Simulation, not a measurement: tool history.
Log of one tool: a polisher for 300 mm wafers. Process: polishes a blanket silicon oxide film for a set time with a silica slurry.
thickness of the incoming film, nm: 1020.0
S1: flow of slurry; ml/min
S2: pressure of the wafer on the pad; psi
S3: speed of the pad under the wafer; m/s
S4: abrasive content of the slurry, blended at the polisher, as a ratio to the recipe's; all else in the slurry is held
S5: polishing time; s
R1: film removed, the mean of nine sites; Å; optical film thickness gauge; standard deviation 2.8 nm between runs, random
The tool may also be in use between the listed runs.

run 1 day=0.000 | S1=250 S2=5.1 S3=1.52 S4=1.00 S5=52 | R1=2319.4
run 2 day=0.167 | S1=250 S2=5.1 S3=1.52 S4=0.85 S5=52 | R1=2155.7
run 3 day=0.525 | S1=255 S2=5.7 S3=1.52 S4=0.85 S5=52 | R1=2377.5
run 4 day=0.871 | S1=255 S2=6.8 S3=1.52 S4=0.85 S5=52 | R1=2880.0
run 5 day=1.058 | S1=255 S2=6.8 S3=1.52 S4=1.00 S5=52 | R1=3041.5
run 6 day=1.158 | S1=255 S2=6.8 S3=1.52 S4=0.90 S5=52 | R1=2922.1
run 7 day=1.317 | S1=255 S2=7.1 S3=1.54 S4=0.90 S5=52 | R1=3080.0
run 8 day=1.367 | S1=260 S2=7.3 S3=1.56 S4=0.90 S5=52 | R1=3188.6

Run 9 is up next; what results do you expect?
run 9 day=1.671 | S1=260 S2=7.5 S3=1.58 S4=0.90 S5=52 | R1=?

Run 9 came out at R1 3341.2 Å.
